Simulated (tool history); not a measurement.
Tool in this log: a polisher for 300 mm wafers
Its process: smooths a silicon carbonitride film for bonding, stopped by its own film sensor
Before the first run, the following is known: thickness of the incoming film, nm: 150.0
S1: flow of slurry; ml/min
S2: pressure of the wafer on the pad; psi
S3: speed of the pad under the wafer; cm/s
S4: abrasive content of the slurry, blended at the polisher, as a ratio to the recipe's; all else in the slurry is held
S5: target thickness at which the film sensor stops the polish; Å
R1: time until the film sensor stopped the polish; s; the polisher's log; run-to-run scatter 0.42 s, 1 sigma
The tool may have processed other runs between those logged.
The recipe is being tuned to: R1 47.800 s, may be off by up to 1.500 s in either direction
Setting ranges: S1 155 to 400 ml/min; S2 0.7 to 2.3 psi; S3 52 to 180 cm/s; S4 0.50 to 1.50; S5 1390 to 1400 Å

Run 1, hour 0.0: S1 255 ml/min, S2 1.5 psi, S3 116 cm/s, S4 1.00, S5 1390 Å. Result: R1 41.799 s.
Run 2, hour 3.6: S1 250 ml/min, S2 1.4 psi, S3 116 cm/s, S4 1.00, S5 1390 Å. Result: R1 44.709 s.
Run 3, hour 7.8: S1 250 ml/min, S2 1.1 psi, S3 116 cm/s, S4 1.00, S5 1390 Å. Result: R1 56.309 s.
Run 4, hour 14.9: S1 250 ml/min, S2 1.1 psi, S3 116 cm/s, S4 1.00, S5 1390 Å. Result: R1 55.439 s.
Run 5, hour 23.6: S1 285 ml/min, S2 1.1 psi, S3 116 cm/s, S4 1.00, S5 1390 Å. Result: R1 54.992 s.
Run 6, hour 24.5: S1 310 ml/min, S2 1.1 psi, S3 116 cm/s, S4 1.00, S5 1390 Å. Result: R1 55.937 s.
Run 7, hour 29.7: S1 310 ml/min, S2 1.4 psi, S3 118 cm/s, S4 1.00, S5 1390 Å. Result: R1 42.698 s.
Run 8, hour 32.4: S1 300 ml/min, S2 1.2 psi, S3 118 cm/s, S4 1.00, S5 1390 Å. Result: R1 50.273 s.
Run 9, hour 38.8: S1 300 ml/min, S2 1.3 psi, S3 118 cm/s, S4 1.00, S5 1390 Å. Result: R1 45.941 s.

Next run, 4 choices. One meets every target within its allowed miss, the rest don't. Which?
Run A, hour 45.2: S1 255 ml/min, S2 1.2 psi, S3 108 cm/s, S4 1.15, S5 1390 Å. Result: R1 ?.
Run B, hour 45.2: S1 305 ml/min, S2 1.2 psi, S3 112 cm/s, S4 1.20, S5 1390 Å. Result: R1 ?.
Run C, hour 45.2: S1 290 ml/min, S2 1.3 psi, S3 104 cm/s, S4 1.05, S5 1400 Å. Result: R1 ?.
Run D, hour 45.2: S1 315 ml/min, S2 1.2 psi, S3 124 cm/s, S4 1.00, S5 1400 Å. Result: R1 ?.

move      R1
   A  51.676
   B  48.716
   C  45.425
   D  44.473
A: takes the result that was furthest off past its target
B: in spec on every target
C: lands further from the targets than the last run did
D: lands further from the targets than the last run did
B meets every target.

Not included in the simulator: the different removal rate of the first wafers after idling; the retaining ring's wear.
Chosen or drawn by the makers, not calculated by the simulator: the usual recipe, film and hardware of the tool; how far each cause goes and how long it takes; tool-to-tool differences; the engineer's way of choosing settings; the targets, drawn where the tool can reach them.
